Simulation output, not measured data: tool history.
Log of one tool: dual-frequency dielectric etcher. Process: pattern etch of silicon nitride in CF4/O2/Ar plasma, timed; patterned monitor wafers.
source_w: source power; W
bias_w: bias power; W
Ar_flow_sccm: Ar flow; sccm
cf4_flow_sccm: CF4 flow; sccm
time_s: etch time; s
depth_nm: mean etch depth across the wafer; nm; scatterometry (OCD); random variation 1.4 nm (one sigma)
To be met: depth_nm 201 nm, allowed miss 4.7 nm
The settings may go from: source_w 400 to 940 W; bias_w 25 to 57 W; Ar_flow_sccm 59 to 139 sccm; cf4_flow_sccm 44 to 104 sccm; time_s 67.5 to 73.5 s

Run 1, day 0: source_w 670 W, bias_w 41 W, Ar_flow_sccm 99 sccm, cf4_flow_sccm 74 sccm, time_s 73.5 s. Result: depth_nm 168.44 nm.
Run 2, day 0.208: source_w 700 W, bias_w 41 W, Ar_flow_sccm 99 sccm, cf4_flow_sccm 74 sccm, time_s 73.5 s. Result: depth_nm 171.93 nm.
Run 3, day 0.542: source_w 700 W, bias_w 41 W, Ar_flow_sccm 99 sccm, cf4_flow_sccm 74 sccm, time_s 73.5 s. Result: depth_nm 173.97 nm.
Run 4, day 0.788: source_w 700 W, bias_w 41 W, Ar_flow_sccm 99 sccm, cf4_flow_sccm 74 sccm, time_s 67.5 s. Result: depth_nm 159.04 nm.
Run 5, day 1.162: source_w 740 W, bias_w 41 W, Ar_flow_sccm 99 sccm, cf4_flow_sccm 74 sccm, time_s 67.5 s. Result: depth_nm 167.4 nm.
Run 6, day 1.396: source_w 740 W, bias_w 46 W, Ar_flow_sccm 99 sccm, cf4_flow_sccm 74 sccm, time_s 67.5 s. Result: depth_nm 172.85 nm.
Run 7, day 1.567: source_w 770 W, bias_w 46 W, Ar_flow_sccm 99 sccm, cf4_flow_sccm 74 sccm, time_s 67.5 s. Result: depth_nm 179.78 nm.
Run 8, day 1.658: source_w 790 W, bias_w 46 W, Ar_flow_sccm 99 sccm, cf4_flow_sccm 74 sccm, time_s 67.5 s. Result: depth_nm 182.34 nm.
Run 9, day 1.833: source_w 810 W, bias_w 46 W, Ar_flow_sccm 99 sccm, cf4_flow_sccm 74 sccm, time_s 67.5 s. Result: depth_nm 185.37 nm.
Run 10, day 1.971: source_w 820 W, bias_w 46 W, Ar_flow_sccm 99 sccm, cf4_flow_sccm 74 sccm, time_s 67.5 s. Result: depth_nm 188.72 nm.

4 next moves are on the table. One of them brings every result within its allowed miss. Which?
Run A, day 2.108: source_w 800 W, bias_w 40 W, Ar_flow_sccm 93 sccm, cf4_flow_sccm 76 sccm, time_s 68.5 s. Result: depth_nm ?.
Run B, day 2.108: source_w 850 W, bias_w 51 W, Ar_flow_sccm 94 sccm, cf4_flow_sccm 73 sccm, time_s 72 s. Result: depth_nm ?.
Run C, day 2.108: source_w 840 W, bias_w 46 W, Ar_flow_sccm 102 sccm, cf4_flow_sccm 75 sccm, time_s 71 s. Result: depth_nm ?.
Run D, day 2.108: source_w 780 W, bias_w 48 W, Ar_flow_sccm 107 sccm, cf4_flow_sccm 82 sccm, time_s 67.5 s. Result: depth_nm ?.

move  depth_nm
   A    181.29
   B    216.41
   C    201.58
   D    183.76
A: further off than the last run
B: takes the result that was furthest off past its target
C: meets every target
D: further off than the last run
The right move is C.

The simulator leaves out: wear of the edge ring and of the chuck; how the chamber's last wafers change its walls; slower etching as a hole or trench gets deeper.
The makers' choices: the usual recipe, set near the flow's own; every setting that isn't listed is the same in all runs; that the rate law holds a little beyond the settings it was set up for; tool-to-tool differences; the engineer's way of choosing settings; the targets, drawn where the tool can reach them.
